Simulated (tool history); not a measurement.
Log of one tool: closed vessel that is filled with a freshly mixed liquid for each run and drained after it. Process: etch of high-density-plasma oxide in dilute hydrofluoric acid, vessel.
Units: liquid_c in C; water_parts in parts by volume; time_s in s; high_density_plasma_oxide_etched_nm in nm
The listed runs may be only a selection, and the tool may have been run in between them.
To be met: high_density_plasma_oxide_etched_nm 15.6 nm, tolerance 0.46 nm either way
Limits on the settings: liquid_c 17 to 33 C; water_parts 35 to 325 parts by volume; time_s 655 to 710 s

run	hour	liquid_c	water_parts	time_s	high_density_plasma_oxide_etched_nm
1	0	25	180	655	25.02
2	8.7	23.5	185	655	23.043
3	13.5	26.5	185	655	26.023
4	22.8	26.5	210	655	22.05
5	28.6	26.5	210	710	23.937
6	33.6	26.5	255	710	18.802
7	34.9	25.5	255	710	18.124
8	40.9	24.5	255	710	17.5
9	50.1	24	255	710	17.094
10	52	23.5	255	710	16.604
11	54.1	23	255	710	16.621
12	57.3	22.5	255	710	16.107

Pick the move, out of 5, that brings all results within their allowed miss; only one does.
A	60.5	23.5	245	670	?
B	60.5	23	245	675	?
C	60.5	28	265	655	?
D	60.5	21.5	240	710	?
E	60.5	18	225	685	?

move	high_density_plasma_oxide_etched_nm
A	16.606
B	16.435
C	17.131
D	16.806
E	15.406
A: lands further from the targets than the last run did
B: lands further from the targets than the last run did
C: lands further from the targets than the last run did
D: lands further from the targets than the last run did
E: all results land within tolerance of their targets
E is the move that brings every result within its allowed miss.

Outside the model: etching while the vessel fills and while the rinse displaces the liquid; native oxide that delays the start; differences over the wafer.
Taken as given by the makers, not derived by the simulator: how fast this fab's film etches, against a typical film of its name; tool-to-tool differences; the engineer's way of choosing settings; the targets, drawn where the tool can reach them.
